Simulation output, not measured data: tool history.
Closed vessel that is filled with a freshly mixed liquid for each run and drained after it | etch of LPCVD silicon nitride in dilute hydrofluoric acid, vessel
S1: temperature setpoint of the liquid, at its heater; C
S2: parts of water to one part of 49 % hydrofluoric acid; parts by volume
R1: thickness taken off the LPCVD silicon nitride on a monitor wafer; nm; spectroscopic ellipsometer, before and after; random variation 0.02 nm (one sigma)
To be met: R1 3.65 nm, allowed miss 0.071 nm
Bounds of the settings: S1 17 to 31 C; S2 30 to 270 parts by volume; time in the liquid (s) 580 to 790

Run 1, hour 0: S1 23 C, S2 150 parts by volume, time in the liquid (s) 790. Result: R1 2.7488 nm.
Run 2, hour 5.9: S1 20.5 C, S2 150 parts by volume, time in the liquid (s) 790. Result: R1 2.3183 nm.
Run 3, hour 12: S1 20.5 C, S2 150 parts by volume, time in the liquid (s) 790. Result: R1 2.3328 nm.
Run 4, hour 12.6: S1 22 C, S2 150 parts by volume, time in the liquid (s) 790. Result: R1 2.5856 nm.
Run 5, hour 15: S1 24 C, S2 150 parts by volume, time in the liquid (s) 790. Result: R1 2.949 nm.
Run 6, hour 16.4: S1 24.5 C, S2 150 parts by volume, time in the liquid (s) 790. Result: R1 3.059 nm.
Run 7, hour 17.3: S1 25 C, S2 150 parts by volume, time in the liquid (s) 790. Result: R1 3.1422 nm.
Run 8, hour 22.7: S1 25.5 C, S2 150 parts by volume, time in the liquid (s) 790. Result: R1 3.2294 nm.
Run 9, hour 29.8: S1 26 C, S2 150 parts by volume, time in the liquid (s) 790. Result: R1 3.3458 nm.
Run 10, hour 33.7: S1 26.5 C, S2 150 parts by volume, time in the liquid (s) 790. Result: R1 3.4454 nm.
Run 11, hour 40.4: S1 27 C, S2 150 parts by volume, time in the liquid (s) 790. Result: R1 3.5401 nm.

Which of these 4 next moves meets every target?
Run A, hour 47.1: S1 27 C, S2 135 parts by volume, time in the liquid (s) 735. Result: R1 ?.
Run B, hour 47.1: S1 30 C, S2 175 parts by volume, time in the liquid (s) 755. Result: R1 ?.
Run C, hour 47.1: S1 31 C, S2 185 parts by volume, time in the liquid (s) 755. Result: R1 ?.
Run D, hour 47.1: S1 30.5 C, S2 190 parts by volume, time in the liquid (s) 780. Result: R1 ?.

move      R1
   A   3.685
   B  3.5081
   C  3.5199
   D  3.4345
A: meets every target
B: further off than the last run
C: further off than the last run
D: further off than the last run
Move A is the one to make.

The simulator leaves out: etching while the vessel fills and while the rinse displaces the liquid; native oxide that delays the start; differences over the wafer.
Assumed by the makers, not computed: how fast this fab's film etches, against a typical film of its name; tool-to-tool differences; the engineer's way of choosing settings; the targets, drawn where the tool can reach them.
